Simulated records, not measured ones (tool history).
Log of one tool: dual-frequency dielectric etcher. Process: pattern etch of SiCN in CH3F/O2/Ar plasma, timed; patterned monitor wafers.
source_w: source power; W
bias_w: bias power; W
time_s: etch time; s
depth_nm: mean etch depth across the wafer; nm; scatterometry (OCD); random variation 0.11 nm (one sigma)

Run 1, hour 0.0: source_w 510 W, bias_w 92 W, time_s 64.0 s. Result: depth_nm 26.157 nm.
Run 2, hour 5.9: source_w 480 W, bias_w 87 W, time_s 63.5 s. Result: depth_nm 25.292 nm.
Run 3, hour 8.0: source_w 450 W, bias_w 81 W, time_s 62.5 s. Result: depth_nm 24.008 nm.
Run 4, hour 12.5: source_w 450 W, bias_w 96 W, time_s 62.5 s. Result: depth_nm 25.441 nm.
Run 5, hour 19.4: source_w 450 W, bias_w 96 W, time_s 58.5 s. Result: depth_nm 23.667 nm.
Run 6, hour 22.8: source_w 490 W, bias_w 96 W, time_s 58.5 s. Result: depth_nm 24.046 nm.
Run 7, hour 30.3: source_w 450 W, bias_w 89 W, time_s 58.5 s. Result: depth_nm 23.030 nm.
Run 8, hour 37.6: source_w 420 W, bias_w 87 W, time_s 58.5 s. Result: depth_nm 22.465 nm.
Run 9, hour 41.2: source_w 400 W, bias_w 86 W, time_s 58.5 s. Result: depth_nm 22.127 nm.
Run 10, hour 48.4: source_w 400 W, bias_w 86 W, time_s 58.5 s. Result: depth_nm 22.096 nm.

The next listed run, before its measurement:
Run 11, hour 49.3: source_w 390 W, bias_w 85 W, time_s 58.5 s. Result: depth_nm ?.

{"run 11": {"depth_nm": 21.724}}
